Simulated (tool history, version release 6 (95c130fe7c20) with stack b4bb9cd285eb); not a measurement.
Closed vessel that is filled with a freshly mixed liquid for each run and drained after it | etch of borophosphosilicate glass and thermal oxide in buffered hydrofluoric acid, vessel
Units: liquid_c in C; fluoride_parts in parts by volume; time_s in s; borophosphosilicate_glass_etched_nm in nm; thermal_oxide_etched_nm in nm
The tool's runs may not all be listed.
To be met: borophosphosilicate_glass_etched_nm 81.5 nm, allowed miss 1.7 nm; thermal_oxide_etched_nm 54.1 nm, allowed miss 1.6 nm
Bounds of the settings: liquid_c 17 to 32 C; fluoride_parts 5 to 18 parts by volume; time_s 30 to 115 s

run,hour,liquid_c,fluoride_parts,time_s,borophosphosilicate_glass_etched_nm,thermal_oxide_etched_nm
1,0,25,11,60,96.097,63.479
2,2.3,26.5,11,60,104.18,69.5
3,8.3,25,11,60,95.766,64.252
4,11.3,25,9,60,113.2,74.695
5,19.9,23,9,60,101.26,67.849
6,22,23,9,40,67.926,44.332
7,23.2,23,9,40,67.917,44.566
8,31.4,24,9,40,70.779,47.737
9,38.2,25.5,8,40,87.12,58.465
10,44.2,25,8,40,85.425,56.569
11,45.1,24.5,8,40,83.144,55.331

Which of these 4 next moves meets every target?
A,46,24,6.5,35,?,?
B,46,28,7.5,30,?,?
C,46,21,10,60,?,?
D,46,20,7.5,50,?,?

move,borophosphosilicate_glass_etched_nm,thermal_oxide_etched_nm
A,87.315,58.435
B,80.384,54.055
C,84.566,56.778
D,87.138,58.269
A: further off than the last run
B: meets every target
C: further off than the last run
D: further off than the last run
The right move is B.
